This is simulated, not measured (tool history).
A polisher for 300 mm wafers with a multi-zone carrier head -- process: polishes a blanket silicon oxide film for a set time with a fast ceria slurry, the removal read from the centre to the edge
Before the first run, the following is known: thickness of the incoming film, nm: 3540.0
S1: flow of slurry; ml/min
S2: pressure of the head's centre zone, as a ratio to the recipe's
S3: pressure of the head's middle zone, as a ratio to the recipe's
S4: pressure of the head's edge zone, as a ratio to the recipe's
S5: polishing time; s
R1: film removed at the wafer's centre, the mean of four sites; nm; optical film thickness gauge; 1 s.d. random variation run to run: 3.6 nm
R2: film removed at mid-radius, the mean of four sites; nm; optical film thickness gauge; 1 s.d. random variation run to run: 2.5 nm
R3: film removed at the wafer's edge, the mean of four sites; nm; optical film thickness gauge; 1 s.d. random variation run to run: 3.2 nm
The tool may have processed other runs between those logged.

Run 1, day 0: S1 300 ml/min, S2 1, S3 1, S4 1, S5 43 s. Result: R1 525.66 nm, R2 543.33 nm, R3 543.1 nm.
Run 2, day 0.308: S1 295 ml/min, S2 0.97, S3 0.97, S4 0.98, S5 40 s. Result: R1 487.65 nm, R2 495.76 nm, R3 506.44 nm.
Run 3, day 0.617: S1 290 ml/min, S2 0.94, S3 0.96, S4 0.98, S5 37 s. Result: R1 425.17 nm, R2 458.37 nm, R3 465.67 nm.
Run 4, day 0.783: S1 290 ml/min, S2 0.94, S3 0.96, S4 0.9, S5 37 s. Result: R1 438.01 nm, R2 457.04 nm, R3 455.36 nm.
Run 5, day 1.008: S1 285 ml/min, S2 0.92, S3 0.94, S4 0.9, S5 35 s. Result: R1 399.89 nm, R2 426.28 nm, R3 428.6 nm.
Run 6, day 1.146: S1 285 ml/min, S2 0.92, S3 0.88, S4 0.9, S5 35 s. Result: R1 390.35 nm, R2 398.56 nm, R3 430.5 nm.
Run 7, day 1.462: S1 280 ml/min, S2 0.9, S3 0.87, S4 0.89, S5 34 s. Result: R1 380.43 nm, R2 387.17 nm, R3 417.84 nm.

Run 8 comes next. What will it give?
Run 8, day 1.562: S1 255 ml/min, S2 0.81, S3 0.88, S4 0.9, S5 28 s. Result: R1 ?, R2 ?, R3 ?.

{"run 8": {"R1": 279.74, "R2": 319.17, "R3": 343.62}}
